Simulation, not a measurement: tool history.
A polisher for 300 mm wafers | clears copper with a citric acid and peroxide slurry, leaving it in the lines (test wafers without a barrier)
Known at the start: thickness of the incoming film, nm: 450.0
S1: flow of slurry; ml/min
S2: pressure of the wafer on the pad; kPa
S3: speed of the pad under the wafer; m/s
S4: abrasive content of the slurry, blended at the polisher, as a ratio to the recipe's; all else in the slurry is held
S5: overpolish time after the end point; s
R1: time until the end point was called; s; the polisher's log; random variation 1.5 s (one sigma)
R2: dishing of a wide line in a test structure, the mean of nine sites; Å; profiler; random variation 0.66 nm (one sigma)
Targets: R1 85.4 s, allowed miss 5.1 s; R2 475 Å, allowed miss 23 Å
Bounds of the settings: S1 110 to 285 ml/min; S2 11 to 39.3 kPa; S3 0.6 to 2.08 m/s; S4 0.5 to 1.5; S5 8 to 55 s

{"run": 1, "hour": 0.0, "S1": 180, "S2": 24.8, "S3": 1.34, "S4": 1, "S5": 28, "R1": 124.93, "R2": 434.46}
{"run": 2, "hour": 8.3, "S1": 180, "S2": 25.5, "S3": 1.34, "S4": 1, "S5": 27, "R1": 120.02, "R2": 434.37}
{"run": 3, "hour": 10.2, "S1": 180, "S2": 25.5, "S3": 1.34, "S4": 0.85, "S5": 27, "R1": 125.92, "R2": 427.2}
{"run": 4, "hour": 13.9, "S1": 180, "S2": 19.3, "S3": 1.34, "S4": 0.85, "S5": 27, "R1": 163.72, "R2": 349.72}
{"run": 5, "hour": 17.6, "S1": 180, "S2": 19.3, "S3": 1.34, "S4": 0.95, "S5": 27, "R1": 163.95, "R2": 356.02}
{"run": 6, "hour": 20.6, "S1": 180, "S2": 19.3, "S3": 1.6, "S4": 0.95, "S5": 27, "R1": 139.16, "R2": 404.67}
{"run": 7, "hour": 22.2, "S1": 180, "S2": 20.7, "S3": 1.6, "S4": 0.95, "S5": 26, "R1": 125.29, "R2": 398.55}
{"run": 8, "hour": 30.9, "S1": 185, "S2": 27.6, "S3": 1.64, "S4": 0.95, "S5": 27, "R1": 92.292, "R2": 489.85}

5 next moves are on the table. One of them brings every result within its allowed miss. Which?
{"run": "A", "hour": 39.6, "S1": 190, "S2": 28.3, "S3": 1.54, "S4": 1.1, "S5": 28, "R1": "?", "R2": "?"}
{"run": "B", "hour": 39.6, "S1": 135, "S2": 26.9, "S3": 1.72, "S4": 1, "S5": 25, "R1": "?", "R2": "?"}
{"run": "C", "hour": 39.6, "S1": 170, "S2": 29, "S3": 1.7, "S4": 1.1, "S5": 22, "R1": "?", "R2": "?"}
{"run": "D", "hour": 39.6, "S1": 195, "S2": 25.5, "S3": 1.72, "S4": 0.9, "S5": 25, "R1": "?", "R2": "?"}
{"run": "E", "hour": 39.6, "S1": 160, "S2": 30.3, "S3": 1.74, "S4": 0.55, "S5": 30, "R1": "?", "R2": "?"}

move=A R1=92.102 R2=497.12
move=B R1=91.45 R2=468.56
move=C R1=82.683 R2=465
move=D R1=93.569 R2=460.62
move=E R1=84.326 R2=538.05
A: as far off as the last run
B: nearer than the last run, and not there yet
C: meets every target
D: further off than the last run
E: brings the result that was furthest off to its target, and leaves another outside
Move C is the one to make.

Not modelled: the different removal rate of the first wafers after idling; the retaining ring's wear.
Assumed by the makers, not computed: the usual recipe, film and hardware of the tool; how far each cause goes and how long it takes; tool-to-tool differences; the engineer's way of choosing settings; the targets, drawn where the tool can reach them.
